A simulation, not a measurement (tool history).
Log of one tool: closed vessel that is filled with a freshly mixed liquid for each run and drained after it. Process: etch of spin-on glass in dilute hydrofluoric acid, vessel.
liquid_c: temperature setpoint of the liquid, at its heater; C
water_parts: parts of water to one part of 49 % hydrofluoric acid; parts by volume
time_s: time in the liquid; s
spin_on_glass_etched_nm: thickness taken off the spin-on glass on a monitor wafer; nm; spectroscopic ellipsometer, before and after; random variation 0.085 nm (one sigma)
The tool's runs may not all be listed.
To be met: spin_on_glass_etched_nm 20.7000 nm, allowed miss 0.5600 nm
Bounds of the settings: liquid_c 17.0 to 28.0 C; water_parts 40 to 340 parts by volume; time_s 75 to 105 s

run	hour	liquid_c	water_parts	time_s	spin_on_glass_etched_nm
1	0.0	20.0	190	105	10.5610
2	8.7	20.0	155	105	13.3300
3	15.7	21.5	150	105	14.7850
4	23.8	21.5	150	75	10.5730
5	24.3	21.5	220	75	6.6625
6	32.6	21.5	185	75	8.1499
7	37.4	21.0	165	75	9.2515
8	42.9	21.5	145	75	10.9740
9	47.5	21.0	130	75	12.1770
10	52.5	21.0	115	75	14.0510
11	53.8	21.0	105	75	15.4970
12	56.4	21.0	100	75	16.2790
13	62.5	21.0	95	75	17.2380
14	64.2	21.0	90	75	18.3890
15	71.3	21.0	85	75	19.7810

5 next moves are on the table. One of them brings every result within its allowed miss. Which?
A	78.4	17.0	100	105	?
B	78.4	19.0	110	100	?
C	78.4	21.0	90	75	?
D	78.4	22.5	85	75	?
E	78.4	23.5	100	80	?

move	spin_on_glass_etched_nm
A	19.3930
B	18.0590
C	18.3770
D	20.8080
E	19.2860
A: further off than the last run
B: further off than the last run
C: further off than the last run
D: meets every target
E: further off than the last run
Move D is the one to make.
